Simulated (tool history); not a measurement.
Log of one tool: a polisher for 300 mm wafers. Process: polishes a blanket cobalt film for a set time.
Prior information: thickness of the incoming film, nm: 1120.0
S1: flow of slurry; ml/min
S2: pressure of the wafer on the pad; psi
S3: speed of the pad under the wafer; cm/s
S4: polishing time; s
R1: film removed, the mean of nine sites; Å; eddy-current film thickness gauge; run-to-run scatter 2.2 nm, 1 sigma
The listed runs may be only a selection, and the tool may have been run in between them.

run  hour   S1   S2   S3  S4      R1
  1   0.0  150  2.2  100  87  4828.4
  2   8.5  120  2.2  100  87  4678.0
  3  11.2  120  2.5  100  87  5298.8
  4  13.1  115  2.4  100  87  5061.5
  5  14.8   90  2.4  100  87  4853.2
  6  17.0   90  2.4  100  87  4892.5
  7  24.4   90  2.3  100  87  4725.6

Expected results for the next run?
  8  25.7  90  2.2  100  87   ?

R1: 4456.9 Å

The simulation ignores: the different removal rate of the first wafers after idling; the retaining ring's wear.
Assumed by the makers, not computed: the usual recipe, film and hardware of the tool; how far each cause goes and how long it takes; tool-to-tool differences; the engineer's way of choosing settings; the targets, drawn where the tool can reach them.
